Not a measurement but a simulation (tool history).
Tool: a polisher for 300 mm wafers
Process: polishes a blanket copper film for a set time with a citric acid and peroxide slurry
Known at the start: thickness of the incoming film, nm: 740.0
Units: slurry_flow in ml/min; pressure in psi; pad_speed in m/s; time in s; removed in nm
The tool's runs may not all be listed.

run,hour,slurry_flow,pressure,pad_speed,slurry_solids,time,removed
1,0,135,2,0.98,1,24,33.96
2,3.1,130,1.9,0.98,1,24,31.957
3,4.7,130,1.9,0.98,1.15,24,32.95
4,7.6,130,2.3,0.98,1.15,24,39.504
5,8.3,155,2.3,0.98,1.15,24,41.143
6,13.3,150,2.1,0.98,1.15,24,37.426

Forecast run 7:
7,22.1,150,2.1,0.98,1.15,24,?

{"run 7": {"removed": 36.671}}
